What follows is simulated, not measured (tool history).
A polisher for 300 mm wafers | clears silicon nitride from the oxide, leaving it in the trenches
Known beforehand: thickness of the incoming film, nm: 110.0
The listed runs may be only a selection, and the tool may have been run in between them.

run	day	flow of slurry (ml/min)	pressure of the wafer on the pad (psi)	speed of the pad under the wafer (m/s)	overpolish time after the end point (s)	time until the end point was called (s)
1	0.000	195	2.4	1.26	36	138.41
2	0.350	195	1.9	1.26	36	170.79
3	0.596	195	1.8	1.26	36	179.46
4	0.829	195	1.7	1.26	36	188.59
5	1.171	195	1.7	1.26	36	192.83
6	1.379	190	1.6	1.26	36	202.30

Predict the results of run 7:
7	1.738	185	1.6	1.26	36	?

time until the end point was called (s): 204.63
